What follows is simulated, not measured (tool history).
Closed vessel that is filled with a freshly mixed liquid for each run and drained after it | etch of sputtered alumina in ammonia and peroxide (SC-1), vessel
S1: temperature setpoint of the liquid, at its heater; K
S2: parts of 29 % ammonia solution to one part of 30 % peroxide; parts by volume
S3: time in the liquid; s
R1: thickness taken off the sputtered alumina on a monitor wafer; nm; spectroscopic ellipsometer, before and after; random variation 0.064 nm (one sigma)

Run 1, day 0: S1 322.15 K, S2 0.95 parts by volume, S3 205 s. Result: R1 14.744 nm.
Run 2, day 0.354: S1 327.65 K, S2 0.95 parts by volume, S3 205 s. Result: R1 19.676 nm.
Run 3, day 0.712: S1 327.65 K, S2 1.1 parts by volume, S3 205 s. Result: R1 20.044 nm.
Run 4, day 0.921: S1 325.15 K, S2 1.1 parts by volume, S3 205 s. Result: R1 17.695 nm.
Run 5, day 1.204: S1 325.15 K, S2 1.1 parts by volume, S3 205 s. Result: R1 17.49 nm.
Run 6, day 1.504: S1 331.15 K, S2 1.1 parts by volume, S3 205 s. Result: R1 24.058 nm.

Run 7 comes next. What will it give?
Run 7, day 1.792: S1 323.15 K, S2 1 parts by volume, S3 200 s. Result: R1 ?.

Run 7 gave R1 15.065 nm.
